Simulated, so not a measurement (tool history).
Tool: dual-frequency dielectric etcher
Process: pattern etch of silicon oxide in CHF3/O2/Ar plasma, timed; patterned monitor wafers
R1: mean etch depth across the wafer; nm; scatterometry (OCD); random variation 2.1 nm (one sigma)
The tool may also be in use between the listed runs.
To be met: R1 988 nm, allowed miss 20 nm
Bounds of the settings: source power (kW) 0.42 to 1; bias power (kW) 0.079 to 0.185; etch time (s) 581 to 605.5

Run 1, hour 0: source power (kW) 0.71, bias power (kW) 0.132, etch time (s) 581. Result: R1 1160.8 nm.
Run 2, hour 8.7: source power (kW) 0.61, bias power (kW) 0.132, etch time (s) 581. Result: R1 1100.7 nm.
Run 3, hour 15.6: source power (kW) 0.61, bias power (kW) 0.154, etch time (s) 581. Result: R1 1160.6 nm.
Run 4, hour 22.6: source power (kW) 0.73, bias power (kW) 0.154, etch time (s) 581. Result: R1 1244.4 nm.
Run 5, hour 28.6: source power (kW) 0.67, bias power (kW) 0.148, etch time (s) 581. Result: R1 1186.4 nm.
Run 6, hour 30.5: source power (kW) 0.62, bias power (kW) 0.143, etch time (s) 581. Result: R1 1134.9 nm.
Run 7, hour 31.9: source power (kW) 0.58, bias power (kW) 0.14, etch time (s) 581. Result: R1 1100 nm.
Run 8, hour 35.6: source power (kW) 0.55, bias power (kW) 0.138, etch time (s) 581. Result: R1 1069.2 nm.
Run 9, hour 41.5: source power (kW) 0.42, bias power (kW) 0.133, etch time (s) 581. Result: R1 950.85 nm.
Run 10, hour 47.3: source power (kW) 0.43, bias power (kW) 0.133, etch time (s) 581. Result: R1 957.05 nm.
Run 11, hour 56.3: source power (kW) 0.49, bias power (kW) 0.135, etch time (s) 581.5. Result: R1 1021.2 nm.
Run 12, hour 58.8: source power (kW) 0.48, bias power (kW) 0.135, etch time (s) 581.5. Result: R1 1008.7 nm.

4 next moves are on the table. One of them brings every result within its allowed miss. Which?
Run A, hour 61.3: source power (kW) 0.44, bias power (kW) 0.149, etch time (s) 593.5. Result: R1 ?.
Run B, hour 61.3: source power (kW) 0.56, bias power (kW) 0.133, etch time (s) 581. Result: R1 ?.
Run C, hour 61.3: source power (kW) 0.47, bias power (kW) 0.124, etch time (s) 586.5. Result: R1 ?.
Run D, hour 61.3: source power (kW) 0.53, bias power (kW) 0.128, etch time (s) 585. Result: R1 ?.

move      R1
   A  1030.1
   B  1064.9
   C  980.22
   D  1035.8
A: further off than the last run
B: further off than the last run
C: meets every target
D: further off than the last run
Answer: C
